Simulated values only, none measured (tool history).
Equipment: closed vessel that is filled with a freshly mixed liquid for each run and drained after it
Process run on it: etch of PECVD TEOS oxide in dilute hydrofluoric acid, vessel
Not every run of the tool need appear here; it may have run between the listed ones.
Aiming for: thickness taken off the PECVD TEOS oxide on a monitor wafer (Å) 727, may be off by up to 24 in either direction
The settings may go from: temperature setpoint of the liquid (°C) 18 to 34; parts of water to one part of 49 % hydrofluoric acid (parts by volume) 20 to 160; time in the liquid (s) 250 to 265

| run | hour | temperature setpoint of the liquid (°C) | parts of water to one part of 49 % hydrofluoric acid (parts by volume) | time in the liquid (s) | thickness taken off the PECVD TEOS oxide on a monitor wafer (Å) |
|---|---|---|---|---|---|
| 1 | 0 | 26 | 90 | 250 | 535.91 |
| 2 | 8.8 | 24.5 | 90 | 250 | 506.3 |
| 3 | 14.6 | 28 | 90 | 250 | 568.73 |
| 4 | 16.4 | 28.5 | 90 | 250 | 591.37 |
| 5 | 18.8 | 28.5 | 90 | 250 | 599.88 |
| 6 | 20.6 | 28.5 | 90 | 265 | 627.29 |
| 7 | 23.3 | 29 | 90 | 265 | 642.56 |
| 8 | 28.7 | 29.5 | 90 | 265 | 649.31 |
| 9 | 29.9 | 30 | 90 | 265 | 664.67 |
| 10 | 34.1 | 30.5 | 90 | 265 | 677.15 |
| 11 | 40.6 | 31 | 90 | 265 | 697.45 |

Below are 5 possible settings for the next run. Only one of them brings all results inside the allowed miss of their targets. Which is it?
| A | 47.1 | 33.5 | 100 | 250 | ? |
| B | 47.1 | 29.5 | 85 | 255 | ? |
| C | 47.1 | 23 | 65 | 250 | ? |
| D | 47.1 | 29.5 | 90 | 265 | ? |
| E | 47.1 | 34 | 90 | 250 | ? |

| move | thickness taken off the PECVD TEOS oxide on a monitor wafer (Å) |
|---|---|
| A | 633.32 |
| B | 669.56 |
| C | 681.79 |
| D | 652.49 |
| E | 727.83 |
A: its largest miss is bigger than the last run's
B: its largest miss is bigger than the last run's
C: its largest miss is bigger than the last run's
D: its largest miss is bigger than the last run's
E: every result within its allowed miss
So the answer is move E, the one that meets all the targets.
